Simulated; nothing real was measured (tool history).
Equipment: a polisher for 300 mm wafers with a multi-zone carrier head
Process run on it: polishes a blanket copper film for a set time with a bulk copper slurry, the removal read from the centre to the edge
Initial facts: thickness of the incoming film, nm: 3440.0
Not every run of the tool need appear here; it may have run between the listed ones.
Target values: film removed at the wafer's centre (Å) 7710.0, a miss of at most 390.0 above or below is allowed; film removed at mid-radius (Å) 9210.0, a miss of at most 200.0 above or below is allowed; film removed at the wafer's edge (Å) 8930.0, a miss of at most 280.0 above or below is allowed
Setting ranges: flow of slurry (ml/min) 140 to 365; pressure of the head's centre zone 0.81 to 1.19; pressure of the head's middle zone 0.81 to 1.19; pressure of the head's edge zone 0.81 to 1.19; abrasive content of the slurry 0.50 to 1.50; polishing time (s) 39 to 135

run,hour,flow of slurry (ml/min),pressure of the head's centre zone,pressure of the head's middle zone,pressure of the head's edge zone,abrasive content of the slurry,polishing time (s),film removed at the wafer's centre (Å),film removed at mid-radius (Å),film removed at the wafer's edge (Å)
1,0.0,235,1.00,1.00,1.00,1.00,87,7772.6,7814.3,7962.8
2,1.4,215,1.00,1.00,1.00,1.00,87,7845.7,7792.7,7840.2
3,5.1,215,1.06,1.00,1.00,1.00,87,8139.3,7687.2,7790.8
4,13.1,225,1.04,1.02,1.02,1.00,87,8022.1,7994.1,8037.2
5,16.8,225,1.04,1.02,1.02,0.90,87,7963.2,7791.7,7856.2
6,24.9,225,1.04,1.02,1.02,1.10,87,8315.0,8066.6,8163.5
7,27.7,235,1.02,1.03,1.03,1.10,87,8104.9,8167.4,8028.5
8,32.5,235,1.00,1.03,1.05,1.15,88,8086.0,8455.7,8522.3

Exactly one of the 4 candidate moves below puts every result within its allowed miss. Which one?
A,37.3,235,0.99,0.94,1.14,1.25,88,?,?,?
B,37.3,245,0.85,1.02,1.19,1.20,93,?,?,?
C,37.3,235,0.96,0.93,1.13,1.20,88,?,?,?
D,37.3,230,0.91,1.09,1.08,1.20,91,?,?,?

move,film removed at the wafer's centre (Å),film removed at mid-radius (Å),film removed at the wafer's edge (Å)
A,8275.3,7838.0,8886.6
B,7485.9,8852.9,9507.1
C,7956.6,7706.3,8784.2
D,7780.4,9090.4,8884.6
A: moves away from the targets compared with the last run
B: better than the last run, though not everything is in spec
C: moves away from the targets compared with the last run
D: in spec on every target
The right move is D.
